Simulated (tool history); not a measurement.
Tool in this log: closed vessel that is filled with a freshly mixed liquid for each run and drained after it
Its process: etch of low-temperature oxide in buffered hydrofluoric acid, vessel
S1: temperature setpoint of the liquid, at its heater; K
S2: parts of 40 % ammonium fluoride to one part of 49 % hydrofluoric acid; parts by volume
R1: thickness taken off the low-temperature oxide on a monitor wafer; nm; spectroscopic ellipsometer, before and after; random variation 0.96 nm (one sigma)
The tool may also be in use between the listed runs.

{"run": 1, "day": 0.0, "S1": 296.15, "S2": 17.5, "time in the liquid (s)": 95, "R1": 130.12}
{"run": 2, "day": 0.129, "S1": 295.65, "S2": 17.5, "time in the liquid (s)": 95, "R1": 129.18}
{"run": 3, "day": 0.258, "S1": 295.15, "S2": 17.5, "time in the liquid (s)": 95, "R1": 125.14}
{"run": 4, "day": 0.446, "S1": 295.15, "S2": 14.0, "time in the liquid (s)": 95, "R1": 158.21}
{"run": 5, "day": 0.646, "S1": 294.65, "S2": 14.5, "time in the liquid (s)": 95, "R1": 146.44}
{"run": 6, "day": 0.771, "S1": 294.15, "S2": 14.5, "time in the liquid (s)": 95, "R1": 144.8}

Expected results for the next run?
{"run": 7, "day": 1.008, "S1": 293.65, "S2": 14.5, "time in the liquid (s)": 95, "R1": "?"}

R1: 138.12 nm
